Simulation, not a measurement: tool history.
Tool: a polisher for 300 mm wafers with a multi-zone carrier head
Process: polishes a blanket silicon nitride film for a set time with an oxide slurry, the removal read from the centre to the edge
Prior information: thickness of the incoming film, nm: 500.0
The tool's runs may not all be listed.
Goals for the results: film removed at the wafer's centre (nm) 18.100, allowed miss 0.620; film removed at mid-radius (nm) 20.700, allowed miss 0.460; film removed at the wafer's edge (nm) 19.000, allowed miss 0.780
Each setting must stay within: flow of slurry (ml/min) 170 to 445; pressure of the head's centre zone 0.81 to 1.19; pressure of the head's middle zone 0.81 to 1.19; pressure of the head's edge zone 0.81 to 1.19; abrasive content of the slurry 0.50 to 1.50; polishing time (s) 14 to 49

run,hour,flow of slurry (ml/min),pressure of the head's centre zone,pressure of the head's middle zone,pressure of the head's edge zone,abrasive content of the slurry,polishing time (s),film removed at the wafer's centre (nm),film removed at mid-radius (nm),film removed at the wafer's edge (nm)
1,0.0,285,1.00,1.00,1.00,1.00,31,15.481,15.136,14.954
2,5.8,285,1.00,0.92,1.00,1.00,31,15.497,14.339,14.983
3,6.4,215,1.00,0.92,1.00,1.00,31,14.807,13.704,14.840
4,10.0,215,1.00,0.88,1.00,1.00,31,14.859,13.213,14.240
5,17.1,255,1.00,0.96,1.01,1.05,31,15.585,14.933,15.359
6,19.2,255,1.00,0.88,1.01,1.05,31,15.473,13.762,15.338
7,25.4,285,1.00,0.96,1.04,1.10,31,15.934,15.305,15.738
8,31.2,285,0.97,1.06,1.14,1.35,31,17.010,17.825,17.700
9,38.9,300,0.97,1.09,1.15,1.40,31,17.222,18.767,18.298
10,42.1,315,0.98,1.11,1.15,1.40,31,17.728,18.962,18.353
11,50.0,325,0.98,1.13,1.15,1.40,31,17.305,19.346,18.569
12,54.4,330,0.99,1.15,1.14,1.40,31,17.694,19.963,18.532
13,61.1,335,0.99,1.16,1.14,1.40,31,17.907,20.011,18.825
14,63.8,340,0.99,1.17,1.13,1.40,31,17.866,20.123,18.657

Consider the 5 candidate settings below. Which is the only one whose results all fall within their allowed miss of target?
A,66.5,340,1.01,1.12,1.12,1.40,31,?,?,?
B,66.5,370,1.04,1.11,1.09,1.50,30,?,?,?
C,66.5,360,0.94,1.12,1.08,1.30,34,?,?,?
D,66.5,350,1.01,1.19,1.06,1.25,34,?,?,?
E,66.5,290,1.03,1.19,1.01,1.40,32,?,?,?

move,film removed at the wafer's centre (nm),film removed at mid-radius (nm),film removed at the wafer's edge (nm)
A,18.187,19.342,18.437
B,18.616,19.156,18.122
C,18.407,20.776,19.413
D,19.220,21.523,18.908
E,18.760,20.708,17.843
A: lands further from the targets than the last run did
B: lands further from the targets than the last run did
C: meets every target
D: takes the result that was furthest off past its target
E: meets the target for the result that was furthest off, but another lies outside its allowed miss
Correct choice: C, which meets every target
